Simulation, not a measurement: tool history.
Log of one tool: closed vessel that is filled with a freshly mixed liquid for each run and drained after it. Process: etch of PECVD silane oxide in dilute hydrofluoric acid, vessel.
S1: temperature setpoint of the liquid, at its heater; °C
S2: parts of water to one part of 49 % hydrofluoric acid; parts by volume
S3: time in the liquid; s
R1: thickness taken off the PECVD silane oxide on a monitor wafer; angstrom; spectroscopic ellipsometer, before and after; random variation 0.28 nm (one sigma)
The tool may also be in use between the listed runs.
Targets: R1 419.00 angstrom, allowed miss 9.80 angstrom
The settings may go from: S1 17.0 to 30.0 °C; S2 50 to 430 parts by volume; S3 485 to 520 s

run	day	S1	S2	S3	R1
1	0.000	22.0	240	485	829.67
2	0.262	22.0	240	485	837.35
3	0.554	22.0	210	485	992.56
4	0.642	22.0	210	520	1042.20
5	0.888	22.0	210	520	1050.50
6	0.942	22.0	210	485	976.32
7	1.167	20.5	245	485	781.08
8	1.354	19.5	275	485	646.54
9	1.533	19.0	295	485	575.92
10	1.696	18.5	310	485	531.35

5 next moves are on the table. One of them brings every result within its allowed miss. Which?
A	1.858	17.5	400	515	?
B	1.858	18.5	360	485	?
C	1.858	18.5	390	485	?
D	1.858	19.5	405	485	?
E	1.858	17.5	380	505	?

move	R1
A	399.78
B	447.31
C	403.40
D	397.95
E	418.89
A: takes the result that was furthest off past its target
B: nearer than the last run, and not there yet
C: takes the result that was furthest off past its target
D: takes the result that was furthest off past its target
E: meets every target
Move E is the one to make.

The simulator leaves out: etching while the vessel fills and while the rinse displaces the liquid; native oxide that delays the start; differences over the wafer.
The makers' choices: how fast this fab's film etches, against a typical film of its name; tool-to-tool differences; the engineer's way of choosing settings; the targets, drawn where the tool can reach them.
